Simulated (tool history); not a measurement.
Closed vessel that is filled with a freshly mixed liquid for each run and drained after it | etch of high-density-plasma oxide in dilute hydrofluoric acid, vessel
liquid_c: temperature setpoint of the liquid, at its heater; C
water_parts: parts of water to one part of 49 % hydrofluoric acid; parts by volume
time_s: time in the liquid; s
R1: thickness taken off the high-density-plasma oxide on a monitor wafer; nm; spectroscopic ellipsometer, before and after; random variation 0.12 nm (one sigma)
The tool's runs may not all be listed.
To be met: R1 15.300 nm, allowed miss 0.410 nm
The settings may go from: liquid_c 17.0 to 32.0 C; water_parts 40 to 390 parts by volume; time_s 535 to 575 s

run 1 day=0.000 | liquid_c=24.0 water_parts=215 time_s=535 | R1=17.995
run 2 day=0.342 | liquid_c=26.5 water_parts=215 time_s=535 | R1=19.499
run 3 day=0.596 | liquid_c=24.5 water_parts=215 time_s=535 | R1=18.302
run 4 day=0.792 | liquid_c=22.5 water_parts=215 time_s=535 | R1=17.042
run 5 day=0.983 | liquid_c=21.5 water_parts=215 time_s=535 | R1=16.258
run 6 day=1.062 | liquid_c=21.5 water_parts=175 time_s=535 | R1=21.321
run 7 day=1.421 | liquid_c=20.5 water_parts=185 time_s=535 | R1=18.977
run 8 day=1.500 | liquid_c=20.5 water_parts=185 time_s=535 | R1=18.705
run 9 day=1.800 | liquid_c=19.5 water_parts=190 time_s=535 | R1=17.750
run 10 day=1.988 | liquid_c=19.0 water_parts=195 time_s=535 | R1=16.763

5 next moves are on the table. One of them brings every result within its allowed miss. Which?
run A day=2.175 | liquid_c=22.0 water_parts=240 time_s=565 | R1=?
run B day=2.175 | liquid_c=20.0 water_parts=230 time_s=540 | R1=?
run C day=2.175 | liquid_c=17.0 water_parts=215 time_s=560 | R1=?
run D day=2.175 | liquid_c=17.5 water_parts=220 time_s=545 | R1=?
run E day=2.175 | liquid_c=20.5 water_parts=235 time_s=535 | R1=?

move=A R1=15.453
move=B R1=14.439
move=C R1=14.460
move=D R1=13.963
move=E R1=14.201
A: meets every target
B: takes the result that was furthest off past its target
C: takes the result that was furthest off past its target
D: takes the result that was furthest off past its target
E: takes the result that was furthest off past its target
Move A is the one to make.
